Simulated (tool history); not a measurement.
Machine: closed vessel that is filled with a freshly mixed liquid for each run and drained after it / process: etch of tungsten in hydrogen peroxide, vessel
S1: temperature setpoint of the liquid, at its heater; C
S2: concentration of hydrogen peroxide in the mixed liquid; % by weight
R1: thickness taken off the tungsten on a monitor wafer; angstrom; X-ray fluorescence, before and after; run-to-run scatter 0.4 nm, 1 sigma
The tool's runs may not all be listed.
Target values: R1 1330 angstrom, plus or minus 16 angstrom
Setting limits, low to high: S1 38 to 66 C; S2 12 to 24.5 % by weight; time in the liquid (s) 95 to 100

Run 1, hour 0: S1 54 C, S2 16.5 % by weight, time in the liquid (s) 95. Result: R1 1204.1 angstrom.
Run 2, hour 9.3: S1 50 C, S2 16.5 % by weight, time in the liquid (s) 95. Result: R1 944.6 angstrom.
Run 3, hour 12.6: S1 50 C, S2 16.5 % by weight, time in the liquid (s) 100. Result: R1 993.8 angstrom.
Run 4, hour 16.4: S1 50.5 C, S2 16.5 % by weight, time in the liquid (s) 100. Result: R1 1019.6 angstrom.
Run 5, hour 24.9: S1 51 C, S2 16.5 % by weight, time in the liquid (s) 100. Result: R1 1054 angstrom.
Run 6, hour 31.4: S1 51 C, S2 16.5 % by weight, time in the liquid (s) 100. Result: R1 1064 angstrom.
Run 7, hour 38.5: S1 51.5 C, S2 16.5 % by weight, time in the liquid (s) 100. Result: R1 1091 angstrom.
Run 8, hour 46.6: S1 52 C, S2 16.5 % by weight, time in the liquid (s) 100. Result: R1 1130.1 angstrom.
Run 9, hour 55.2: S1 52.5 C, S2 16.5 % by weight, time in the liquid (s) 100. Result: R1 1158.7 angstrom.
Run 10, hour 61.3: S1 53 C, S2 16.5 % by weight, time in the liquid (s) 100. Result: R1 1191.4 angstrom.
Run 11, hour 65.1: S1 53.5 C, S2 16.5 % by weight, time in the liquid (s) 100. Result: R1 1228.4 angstrom.
Run 12, hour 73.3: S1 54.5 C, S2 16.5 % by weight, time in the liquid (s) 100. Result: R1 1306.5 angstrom.

4 candidate next runs follow, results not yet known. Just one meets every target within its allowed miss. Identify it.
Run A, hour 81.5: S1 53.5 C, S2 20.5 % by weight, time in the liquid (s) 100. Result: R1 ?.
Run B, hour 81.5: S1 54 C, S2 19 % by weight, time in the liquid (s) 100. Result: R1 ?.
Run C, hour 81.5: S1 55 C, S2 16 % by weight, time in the liquid (s) 100. Result: R1 ?.
Run D, hour 81.5: S1 56 C, S2 15 % by weight, time in the liquid (s) 100. Result: R1 ?.

move      R1
   A  1367.9
   B  1356.8
   C  1321.4
   D  1357.3
A: takes the biggest miss from the last run beyond its target
B: takes the biggest miss from the last run beyond its target
C: every result lands within tolerance
D: takes the biggest miss from the last run beyond its target
Go with C: it meets all targets.

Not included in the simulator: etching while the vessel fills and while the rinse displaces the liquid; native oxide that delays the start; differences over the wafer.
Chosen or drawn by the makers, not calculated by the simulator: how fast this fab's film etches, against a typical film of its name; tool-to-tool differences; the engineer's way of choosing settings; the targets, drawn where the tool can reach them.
